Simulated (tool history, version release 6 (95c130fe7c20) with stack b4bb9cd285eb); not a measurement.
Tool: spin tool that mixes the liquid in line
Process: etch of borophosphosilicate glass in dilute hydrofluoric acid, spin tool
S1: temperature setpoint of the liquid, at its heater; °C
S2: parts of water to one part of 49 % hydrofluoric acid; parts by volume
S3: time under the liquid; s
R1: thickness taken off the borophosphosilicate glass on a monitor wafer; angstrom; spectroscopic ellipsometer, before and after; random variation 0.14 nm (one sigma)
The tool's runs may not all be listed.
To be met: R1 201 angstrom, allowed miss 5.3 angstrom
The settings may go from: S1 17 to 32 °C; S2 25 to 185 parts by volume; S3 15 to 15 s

run,day,S1,S2,S3,R1
1,0,24,105,15,106.42
2,0.329,24,80,15,144.92
3,0.617,25.5,80,15,152.25
4,0.679,25.5,80,15,152.33
5,0.946,25.5,100,15,120.22
6,1.308,25.5,85,15,143.01
7,1.338,27,85,15,151.59
8,1.383,28,85,15,159.32
9,1.617,29,85,15,163.44
10,1.962,29.5,85,15,167.42
11,2.125,30,85,15,173.11
12,2.312,30.5,85,15,173.22
13,2.442,31,85,15,175.84
14,2.633,31.5,80,15,193.9

4 next moves are on the table. One of them brings every result within its allowed miss. Which?
A,2.825,31.5,85,15,?
B,2.825,31,80,15,?
C,2.825,30.5,70,15,?
D,2.825,30.5,75,15,?

move,R1
A,180.56
B,189.68
C,215.9
D,200.01
A: further off than the last run
B: further off than the last run
C: takes the result that was furthest off past its target
D: meets every target
Answer: D
